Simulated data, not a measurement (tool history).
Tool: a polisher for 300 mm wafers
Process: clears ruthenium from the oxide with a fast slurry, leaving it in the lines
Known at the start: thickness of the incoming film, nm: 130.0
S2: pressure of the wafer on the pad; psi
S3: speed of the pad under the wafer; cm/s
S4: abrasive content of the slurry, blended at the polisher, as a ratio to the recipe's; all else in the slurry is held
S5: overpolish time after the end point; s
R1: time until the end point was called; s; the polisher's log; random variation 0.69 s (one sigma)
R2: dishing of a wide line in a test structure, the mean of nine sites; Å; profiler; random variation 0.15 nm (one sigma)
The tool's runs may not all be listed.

{"run": 1, "hour": 0.0, "flow of slurry (ml/min)": 215, "S2": 3.4, "S3": 100, "S4": 1.0, "S5": 9, "R1": 27.215, "R2": 291.95}
{"run": 2, "hour": 8.7, "flow of slurry (ml/min)": 215, "S2": 3.2, "S3": 98, "S4": 1.0, "S5": 8, "R1": 30.195, "R2": 247.91}
{"run": 3, "hour": 10.7, "flow of slurry (ml/min)": 210, "S2": 3.4, "S3": 90, "S4": 0.95, "S5": 7, "R1": 31.525, "R2": 209.43}
{"run": 4, "hour": 13.0, "flow of slurry (ml/min)": 210, "S2": 3.4, "S3": 70, "S4": 0.95, "S5": 7, "R1": 37.683, "R2": 171.9}
{"run": 5, "hour": 14.5, "flow of slurry (ml/min)": 210, "S2": 3.9, "S3": 70, "S4": 0.95, "S5": 7, "R1": 31.62, "R2": 205.74}
{"run": 6, "hour": 16.6, "flow of slurry (ml/min)": 155, "S2": 3.9, "S3": 70, "S4": 0.95, "S5": 7, "R1": 34.696, "R2": 186.09}

The next listed run, before its measurement:
{"run": 7, "hour": 21.6, "flow of slurry (ml/min)": 155, "S2": 3.9, "S3": 70, "S4": 0.95, "S5": 7, "R1": "?", "R2": "?"}

R1: 34.703 s
R2: 189.15 Å
